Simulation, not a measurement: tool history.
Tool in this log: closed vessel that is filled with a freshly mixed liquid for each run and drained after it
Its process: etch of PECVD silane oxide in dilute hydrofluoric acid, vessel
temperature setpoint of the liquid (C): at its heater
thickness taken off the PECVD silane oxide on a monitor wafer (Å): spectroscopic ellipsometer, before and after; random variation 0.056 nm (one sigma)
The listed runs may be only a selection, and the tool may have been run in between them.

run,hour,temperature setpoint of the liquid (C),parts of water to one part of 49 % hydrofluoric acid (parts by volume),time in the liquid (s),thickness taken off the PECVD silane oxide on a monitor wafer (Å)
1,0.0,25.0,170,60,114.860
2,4.7,25.0,170,60,114.420
3,12.6,25.0,205,60,90.960
4,15.0,28.5,205,60,102.610
5,20.3,27.5,205,60,100.260
6,28.6,25.5,205,60,93.010
7,35.6,24.5,205,60,90.038
8,40.0,24.5,205,60,89.013

Expected results for the next run?
9,43.6,24.0,205,60,?

{"run 9": {"thickness taken off the PECVD silane oxide on a monitor wafer (Å)": 86.692}}
